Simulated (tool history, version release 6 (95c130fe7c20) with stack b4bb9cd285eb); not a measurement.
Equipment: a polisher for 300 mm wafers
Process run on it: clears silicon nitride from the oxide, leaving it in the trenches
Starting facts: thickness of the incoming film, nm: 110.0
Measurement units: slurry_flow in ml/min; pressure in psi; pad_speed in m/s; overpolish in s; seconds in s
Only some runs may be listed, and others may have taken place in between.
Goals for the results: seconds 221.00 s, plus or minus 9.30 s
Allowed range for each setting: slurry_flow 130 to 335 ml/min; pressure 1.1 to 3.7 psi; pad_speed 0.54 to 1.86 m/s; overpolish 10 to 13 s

Run 1, hour 0.0: slurry_flow 215 ml/min, pressure 2.4 psi, pad_speed 1.18 m/s, overpolish 13 s. Result: seconds 133.23 s.
Run 2, hour 2.7: slurry_flow 215 ml/min, pressure 2.4 psi, pad_speed 1.18 m/s, overpolish 10 s. Result: seconds 137.86 s.
Run 3, hour 6.0: slurry_flow 190 ml/min, pressure 2.4 psi, pad_speed 1.18 m/s, overpolish 10 s. Result: seconds 137.32 s.
Run 4, hour 9.6: slurry_flow 190 ml/min, pressure 2.4 psi, pad_speed 1.18 m/s, overpolish 13 s. Result: seconds 138.36 s.
Run 5, hour 14.5: slurry_flow 190 ml/min, pressure 2.1 psi, pad_speed 1.16 m/s, overpolish 13 s. Result: seconds 154.68 s.
Run 6, hour 15.9: slurry_flow 215 ml/min, pressure 2.1 psi, pad_speed 1.16 m/s, overpolish 13 s. Result: seconds 149.72 s.
Run 7, hour 23.6: slurry_flow 210 ml/min, pressure 1.8 psi, pad_speed 1.14 m/s, overpolish 13 s. Result: seconds 175.90 s.
Run 8, hour 26.9: slurry_flow 210 ml/min, pressure 1.7 psi, pad_speed 1.14 m/s, overpolish 13 s. Result: seconds 186.02 s.
Run 9, hour 29.6: slurry_flow 210 ml/min, pressure 1.6 psi, pad_speed 1.14 m/s, overpolish 13 s. Result: seconds 198.09 s.
Run 10, hour 30.7: slurry_flow 210 ml/min, pressure 1.5 psi, pad_speed 1.14 m/s, overpolish 13 s. Result: seconds 205.88 s.
Run 11, hour 37.0: slurry_flow 205 ml/min, pressure 1.5 psi, pad_speed 1.14 m/s, overpolish 13 s. Result: seconds 209.01 s.
Run 12, hour 45.6: slurry_flow 200 ml/min, pressure 1.5 psi, pad_speed 1.14 m/s, overpolish 13 s. Result: seconds 209.50 s.
Run 13, hour 53.5: slurry_flow 200 ml/min, pressure 1.5 psi, pad_speed 1.14 m/s, overpolish 13 s. Result: seconds 206.11 s.

Consider the 5 candidate settings below. Which is the only one whose results all fall within their allowed miss of target?
Run A, hour 61.4: slurry_flow 225 ml/min, pressure 1.2 psi, pad_speed 1.10 m/s, overpolish 13 s. Result: seconds ?.
Run B, hour 61.4: slurry_flow 265 ml/min, pressure 2.0 psi, pad_speed 0.82 m/s, overpolish 10 s. Result: seconds ?.
Run C, hour 61.4: slurry_flow 220 ml/min, pressure 1.5 psi, pad_speed 1.18 m/s, overpolish 13 s. Result: seconds ?.
Run D, hour 61.4: slurry_flow 185 ml/min, pressure 1.2 psi, pad_speed 1.18 m/s, overpolish 11 s. Result: seconds ?.
Run E, hour 61.4: slurry_flow 235 ml/min, pressure 1.9 psi, pad_speed 0.98 m/s, overpolish 12 s. Result: seconds ?.

move  seconds
   A   248.04
   B   218.51
   C   197.12
   D   238.39
   E   194.53
A: takes the result that was furthest off past its target
B: every result within its allowed miss
C: misses by more than the last run did
D: takes the result that was furthest off past its target
E: misses by more than the last run did
B is the move that brings every result within its allowed miss.
